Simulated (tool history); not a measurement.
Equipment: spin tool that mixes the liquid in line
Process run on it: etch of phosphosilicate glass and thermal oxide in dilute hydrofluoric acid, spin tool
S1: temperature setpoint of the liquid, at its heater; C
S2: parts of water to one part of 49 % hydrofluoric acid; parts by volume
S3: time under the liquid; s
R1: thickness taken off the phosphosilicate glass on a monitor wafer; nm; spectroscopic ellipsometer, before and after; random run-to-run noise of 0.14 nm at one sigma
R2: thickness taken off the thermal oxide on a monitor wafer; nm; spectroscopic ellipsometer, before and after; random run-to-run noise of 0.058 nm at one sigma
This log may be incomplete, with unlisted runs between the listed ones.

run	day	S1	S2	S3	R1	R2
1	0.000	25.0	270	30	10.720	0.46991
2	0.354	27.5	230	30	14.196	0.53256
3	0.404	27.0	190	30	17.914	0.67412
4	0.688	26.5	170	30	20.075	0.78086
5	0.900	28.0	170	30	21.014	0.84505
6	1.088	28.0	170	20	14.175	0.62629
7	1.425	29.5	145	20	17.924	0.72921
8	1.625	30.5	130	20	21.318	0.92170
9	1.992	31.0	130	20	21.647	0.92175

Run 10 comes next. What will it give?
10	2.083	31.5	130	20	?	?

Run 10 came out at R1 21.847 nm, R2 0.91325 nm.
